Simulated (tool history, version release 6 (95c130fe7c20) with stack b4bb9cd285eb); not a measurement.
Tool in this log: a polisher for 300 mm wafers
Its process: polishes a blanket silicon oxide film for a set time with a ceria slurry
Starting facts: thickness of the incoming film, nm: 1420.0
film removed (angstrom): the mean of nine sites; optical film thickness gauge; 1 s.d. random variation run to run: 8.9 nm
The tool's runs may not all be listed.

run,day,flow of slurry (ml/min),pressure of the wafer on the pad (kPa),speed of the pad under the wafer (m/s),polishing time (s),film removed (angstrom)
1,0,245,14.5,1.24,92,3867.3
2,0.329,245,12.4,1.24,92,3310.2
3,0.533,245,12.4,1.54,92,4160.7
4,0.892,245,10.3,1.54,92,3563.5
5,1.146,245,11.7,1.54,92,4010.4
6,1.262,245,11.7,1.84,92,4813.7
7,1.292,245,12.4,1.84,92,4996.1
8,1.654,245,16.5,1.88,92,6541.7

Run 9 comes next. What will it give?
9,1.846,245,17.9,1.9,92,?

film removed (angstrom): 7247.7
